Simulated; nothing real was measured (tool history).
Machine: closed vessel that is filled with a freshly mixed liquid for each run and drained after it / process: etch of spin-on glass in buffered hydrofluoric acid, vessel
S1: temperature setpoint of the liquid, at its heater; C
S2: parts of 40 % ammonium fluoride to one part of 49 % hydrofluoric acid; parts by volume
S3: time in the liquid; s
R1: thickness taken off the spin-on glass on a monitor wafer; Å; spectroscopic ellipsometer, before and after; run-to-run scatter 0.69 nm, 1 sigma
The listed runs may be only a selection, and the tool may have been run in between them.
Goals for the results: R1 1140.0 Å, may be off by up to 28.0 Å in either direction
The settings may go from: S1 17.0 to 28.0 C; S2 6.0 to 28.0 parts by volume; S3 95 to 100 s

| run | hour | S1 | S2 | S3 | R1 |
|---|---|---|---|---|---|
| 1 | 0.0 | 20.0 | 17.0 | 95 | 1729.1 |
| 2 | 2.0 | 20.0 | 21.0 | 95 | 1426.7 |
| 3 | 10.4 | 20.0 | 21.0 | 95 | 1443.8 |
| 4 | 13.9 | 19.5 | 21.0 | 95 | 1398.5 |
| 5 | 17.8 | 21.0 | 21.0 | 95 | 1512.9 |
| 6 | 23.9 | 21.0 | 17.5 | 95 | 1800.6 |
| 7 | 33.1 | 20.5 | 18.0 | 95 | 1676.1 |
| 8 | 38.3 | 20.0 | 18.5 | 95 | 1603.8 |
| 9 | 42.7 | 19.5 | 19.0 | 95 | 1521.9 |
| 10 | 47.9 | 17.0 | 22.0 | 95 | 1173.2 |

Of the 5 settings listed for the next run, only one would bring every result within its allowed miss of target. Which one?
| A | 53.1 | 18.5 | 24.0 | 95 | ? |
| B | 53.1 | 17.0 | 25.0 | 100 | ? |
| C | 53.1 | 17.0 | 22.5 | 100 | ? |
| D | 53.1 | 17.5 | 22.5 | 95 | ? |
| E | 53.1 | 17.0 | 21.0 | 95 | ? |

| move | R1 |
|---|---|
| A | 1209.5 |
| B | 1136.1 |
| C | 1222.1 |
| D | 1194.7 |
| E | 1217.7 |
A: the biggest miss grows against the last run
B: meets every target
C: the biggest miss grows against the last run
D: the biggest miss grows against the last run
E: the biggest miss grows against the last run
The right move is B.

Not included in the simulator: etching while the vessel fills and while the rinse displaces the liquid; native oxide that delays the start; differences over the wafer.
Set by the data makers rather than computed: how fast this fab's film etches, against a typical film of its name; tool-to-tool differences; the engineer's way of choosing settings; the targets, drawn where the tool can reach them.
